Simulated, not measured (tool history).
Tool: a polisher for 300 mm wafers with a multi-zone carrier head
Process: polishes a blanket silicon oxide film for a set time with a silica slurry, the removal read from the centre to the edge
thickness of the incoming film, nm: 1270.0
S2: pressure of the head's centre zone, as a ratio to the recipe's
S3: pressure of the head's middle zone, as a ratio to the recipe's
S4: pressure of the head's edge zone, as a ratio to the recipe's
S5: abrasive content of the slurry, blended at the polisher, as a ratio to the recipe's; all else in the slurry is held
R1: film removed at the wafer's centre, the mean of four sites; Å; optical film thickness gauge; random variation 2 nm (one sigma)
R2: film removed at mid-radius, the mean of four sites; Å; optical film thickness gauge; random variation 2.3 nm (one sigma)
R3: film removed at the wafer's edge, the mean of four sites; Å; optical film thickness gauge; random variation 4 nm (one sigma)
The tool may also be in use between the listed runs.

run 1 hour=0.0 | flow_of_slurry_(ml/min)=315 S2=1.00 S3=1.00 S4=1.00 S5=1.00 polishing_time_(s)=83 | R1=2536.7 R2=2469.3 R3=2504.4
run 2 hour=6.0 | flow_of_slurry_(ml/min)=315 S2=1.00 S3=1.00 S4=1.00 S5=1.00 polishing_time_(s)=66 | R1=1994.7 R2=1974.2 R3=1996.1
run 3 hour=8.0 | flow_of_slurry_(ml/min)=315 S2=1.00 S3=1.08 S4=1.00 S5=1.00 polishing_time_(s)=66 | R1=2009.8 R2=2086.4 R3=2022.6
run 4 hour=16.1 | flow_of_slurry_(ml/min)=315 S2=1.00 S3=1.12 S4=1.00 S5=1.00 polishing_time_(s)=66 | R1=2016.9 R2=2156.3 R3=2003.6
run 5 hour=18.5 | flow_of_slurry_(ml/min)=315 S2=1.00 S3=1.12 S4=1.00 S5=1.15 polishing_time_(s)=66 | R1=2175.1 R2=2381.9 R3=2106.3
run 6 hour=27.5 | flow_of_slurry_(ml/min)=315 S2=1.03 S3=1.12 S4=1.00 S5=1.15 polishing_time_(s)=66 | R1=2262.3 R2=2338.1 R3=2155.2
run 7 hour=32.0 | flow_of_slurry_(ml/min)=310 S2=1.13 S3=1.10 S4=1.10 S5=1.40 polishing_time_(s)=73 | R1=2972.3 R2=2801.6 R3=2743.2
run 8 hour=40.4 | flow_of_slurry_(ml/min)=320 S2=1.14 S3=1.06 S4=1.13 S5=1.45 polishing_time_(s)=74 | R1=3109.2 R2=2804.6 R3=2886.6
run 9 hour=42.2 | flow_of_slurry_(ml/min)=325 S2=1.14 S3=1.03 S4=1.15 S5=1.45 polishing_time_(s)=75 | R1=3129.4 R2=2821.5 R3=2936.3

Forecast run 10:
run 10 hour=49.3 | flow_of_slurry_(ml/min)=320 S2=1.14 S3=0.99 S4=1.16 S5=1.45 polishing_time_(s)=76 | R1=? R2=? R3=?

Run 10 gave R1 3215.7 Å, R2 2721.3 Å, R3 2959.4 Å.
